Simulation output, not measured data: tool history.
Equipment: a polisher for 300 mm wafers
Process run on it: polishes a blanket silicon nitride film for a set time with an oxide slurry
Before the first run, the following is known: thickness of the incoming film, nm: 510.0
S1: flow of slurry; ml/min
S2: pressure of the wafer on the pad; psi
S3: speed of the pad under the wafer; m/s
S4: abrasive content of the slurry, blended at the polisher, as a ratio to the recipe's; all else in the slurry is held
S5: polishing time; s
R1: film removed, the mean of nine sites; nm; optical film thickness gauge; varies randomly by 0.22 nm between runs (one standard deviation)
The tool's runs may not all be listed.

run 1 hour=0 | S1=185 S2=4.7 S3=1.32 S4=1 S5=57 | R1=49.483
run 2 hour=3.9 | S1=180 S2=4 S3=1.2 S4=1 S5=57 | R1=39.415
run 3 hour=9.9 | S1=175 S2=3.5 S3=1.12 S4=1 S5=57 | R1=32.392
run 4 hour=11.8 | S1=170 S2=3.1 S3=1.1 S4=1 S5=57 | R1=28.409
run 5 hour=17 | S1=165 S2=2.8 S3=1.1 S4=1 S5=57 | R1=25.814
run 6 hour=17.9 | S1=155 S2=2.7 S3=1.1 S4=1 S5=57 | R1=24.401
run 7 hour=25.9 | S1=145 S2=2.7 S3=1.1 S4=1 S5=57 | R1=23.633
run 8 hour=31.9 | S1=135 S2=2.7 S3=1.1 S4=1 S5=57 | R1=24.419
run 9 hour=35.7 | S1=135 S2=2.6 S3=1.1 S4=1 S5=57 | R1=22.875

The next listed run, before its measurement:
run 10 hour=37.2 | S1=130 S2=2.6 S3=1.1 S4=1 S5=57 | R1=?

Run 10 measured R1 23.151 nm.

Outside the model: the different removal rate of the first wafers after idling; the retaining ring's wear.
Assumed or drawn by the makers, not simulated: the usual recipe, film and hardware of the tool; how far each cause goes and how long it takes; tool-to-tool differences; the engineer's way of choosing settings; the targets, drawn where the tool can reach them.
